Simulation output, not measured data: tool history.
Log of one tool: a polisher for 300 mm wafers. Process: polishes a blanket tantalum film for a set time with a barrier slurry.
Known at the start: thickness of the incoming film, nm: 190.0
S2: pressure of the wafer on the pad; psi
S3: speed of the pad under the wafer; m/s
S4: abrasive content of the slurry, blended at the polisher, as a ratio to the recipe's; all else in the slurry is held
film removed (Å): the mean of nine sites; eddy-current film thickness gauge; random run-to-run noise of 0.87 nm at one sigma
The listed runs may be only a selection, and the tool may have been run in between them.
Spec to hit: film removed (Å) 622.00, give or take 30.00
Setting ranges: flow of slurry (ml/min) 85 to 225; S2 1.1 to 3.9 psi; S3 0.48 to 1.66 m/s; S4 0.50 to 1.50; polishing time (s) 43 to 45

Run 1, hour 0.0: flow of slurry (ml/min) 145, S2 2.5 psi, S3 1.06 m/s, S4 1.00, polishing time (s) 43. Result: film removed (Å) 976.31.
Run 2, hour 1.1: flow of slurry (ml/min) 135, S2 2.5 psi, S3 1.06 m/s, S4 1.00, polishing time (s) 43. Result: film removed (Å) 994.93.
Run 3, hour 4.4: flow of slurry (ml/min) 135, S2 2.3 psi, S3 1.06 m/s, S4 1.00, polishing time (s) 43. Result: film removed (Å) 889.58.
Run 4, hour 6.3: flow of slurry (ml/min) 135, S2 2.3 psi, S3 1.26 m/s, S4 1.00, polishing time (s) 43. Result: film removed (Å) 1072.90.
Run 5, hour 11.2: flow of slurry (ml/min) 135, S2 2.1 psi, S3 1.26 m/s, S4 1.00, polishing time (s) 43. Result: film removed (Å) 976.86.
Run 6, hour 17.2: flow of slurry (ml/min) 135, S2 2.7 psi, S3 1.26 m/s, S4 1.00, polishing time (s) 43. Result: film removed (Å) 1260.20.
Run 7, hour 23.9: flow of slurry (ml/min) 135, S2 2.5 psi, S3 1.24 m/s, S4 1.00, polishing time (s) 43. Result: film removed (Å) 1136.50.
Run 8, hour 29.1: flow of slurry (ml/min) 135, S2 2.3 psi, S3 1.24 m/s, S4 1.00, polishing time (s) 43. Result: film removed (Å) 1038.80.
Run 9, hour 31.1: flow of slurry (ml/min) 135, S2 2.1 psi, S3 1.24 m/s, S4 1.00, polishing time (s) 43. Result: film removed (Å) 980.94.
Run 10, hour 37.0: flow of slurry (ml/min) 135, S2 2.0 psi, S3 1.22 m/s, S4 1.00, polishing time (s) 43. Result: film removed (Å) 922.39.
Run 11, hour 40.4: flow of slurry (ml/min) 135, S2 1.9 psi, S3 1.22 m/s, S4 1.00, polishing time (s) 43. Result: film removed (Å) 877.20.
Run 12, hour 42.7: flow of slurry (ml/min) 130, S2 1.2 psi, S3 1.20 m/s, S4 1.00, polishing time (s) 43. Result: film removed (Å) 540.88.
Run 13, hour 46.3: flow of slurry (ml/min) 135, S2 1.2 psi, S3 1.20 m/s, S4 1.00, polishing time (s) 43. Result: film removed (Å) 555.04.

Which of these 4 next moves meets every target?
Run A, hour 49.9: flow of slurry (ml/min) 160, S2 1.1 psi, S3 1.00 m/s, S4 1.05, polishing time (s) 43. Result: film removed (Å) ?.
Run B, hour 49.9: flow of slurry (ml/min) 150, S2 1.1 psi, S3 1.14 m/s, S4 0.90, polishing time (s) 43. Result: film removed (Å) ?.
Run C, hour 49.9: flow of slurry (ml/min) 125, S2 1.1 psi, S3 1.18 m/s, S4 1.00, polishing time (s) 43. Result: film removed (Å) ?.
Run D, hour 49.9: flow of slurry (ml/min) 130, S2 1.3 psi, S3 1.20 m/s, S4 1.05, polishing time (s) 45. Result: film removed (Å) ?.

move  film removed (Å)
   A            457.44
   B            489.70
   C            506.58
   D            644.62
A: moves away from the targets compared with the last run
B: moves away from the targets compared with the last run
C: moves away from the targets compared with the last run
D: hits every target within its allowed miss
Correct choice: D, which meets every target
